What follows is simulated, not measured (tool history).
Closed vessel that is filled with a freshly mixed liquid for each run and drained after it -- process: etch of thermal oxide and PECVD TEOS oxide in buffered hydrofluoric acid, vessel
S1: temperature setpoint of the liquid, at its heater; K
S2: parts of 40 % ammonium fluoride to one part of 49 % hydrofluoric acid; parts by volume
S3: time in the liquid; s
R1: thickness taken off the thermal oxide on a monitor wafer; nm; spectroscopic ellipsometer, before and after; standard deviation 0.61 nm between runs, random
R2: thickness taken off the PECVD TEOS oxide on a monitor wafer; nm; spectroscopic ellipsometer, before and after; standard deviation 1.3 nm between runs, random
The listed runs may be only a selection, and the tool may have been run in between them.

| run | day | S1 | S2 | S3 | R1 | R2 |
|---|---|---|---|---|---|---|
| 1 | 0.000 | 295.15 | 17.0 | 75 | 50.400 | 94.330 |
| 2 | 0.375 | 295.15 | 17.0 | 85 | 57.527 | 107.390 |
| 3 | 0.458 | 298.65 | 17.0 | 85 | 69.568 | 127.390 |
| 4 | 0.788 | 298.65 | 21.0 | 85 | 56.889 | 107.440 |
| 5 | 1.012 | 298.65 | 21.0 | 70 | 46.903 | 88.301 |
| 6 | 1.300 | 299.15 | 18.5 | 70 | 54.052 | 100.450 |
| 7 | 1.471 | 299.65 | 16.5 | 70 | 61.626 | 115.820 |
| 8 | 1.667 | 300.15 | 15.0 | 70 | 70.888 | 130.200 |
| 9 | 1.888 | 300.65 | 14.0 | 70 | 77.549 | 143.580 |
| 10 | 2.117 | 301.15 | 13.0 | 70 | 84.389 | 157.260 |
| 11 | 2.329 | 301.65 | 12.5 | 70 | 90.730 | 168.810 |
| 12 | 2.633 | 302.15 | 12.0 | 70 | 96.668 | 182.650 |

Forecast run 13:
| 13 | 2.758 | 302.15 | 11.5 | 70 | ? | ? |

{"run 13": {"R1": 101.25, "R2": 187.77}}
